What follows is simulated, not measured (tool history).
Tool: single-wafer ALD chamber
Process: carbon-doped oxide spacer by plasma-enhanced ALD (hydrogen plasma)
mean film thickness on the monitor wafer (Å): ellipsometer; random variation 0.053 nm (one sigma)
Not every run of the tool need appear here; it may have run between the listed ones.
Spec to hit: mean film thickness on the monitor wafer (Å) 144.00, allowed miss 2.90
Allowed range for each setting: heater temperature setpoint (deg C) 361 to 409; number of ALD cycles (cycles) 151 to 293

run	hour	heater temperature setpoint (deg C)	number of ALD cycles (cycles)	mean film thickness on the monitor wafer (Å)
1	0.0	385	222	118.09
2	4.2	376	222	119.08
3	7.6	382	222	118.70
4	8.2	382	229	121.58
5	8.8	382	236	126.59
6	11.6	375	236	125.53
7	17.8	375	241	128.60
8	24.3	375	245	130.61
9	27.6	375	249	133.41

Consider the 5 candidate settings below. Which is the only one whose results all fall within their allowed miss of target?
A	30.9	371	238	?
B	30.9	376	286	?
C	30.9	372	271	?
D	30.9	364	227	?
E	30.9	382	246	?

move	mean film thickness on the monitor wafer (Å)
A	127.83
B	153.61
C	145.55
D	121.92
E	132.13
A: misses by more than the last run did
B: takes the biggest miss from the last run beyond its target
C: each result inside its tolerance
D: misses by more than the last run did
E: misses by more than the last run did
Go with C: it meets all targets.

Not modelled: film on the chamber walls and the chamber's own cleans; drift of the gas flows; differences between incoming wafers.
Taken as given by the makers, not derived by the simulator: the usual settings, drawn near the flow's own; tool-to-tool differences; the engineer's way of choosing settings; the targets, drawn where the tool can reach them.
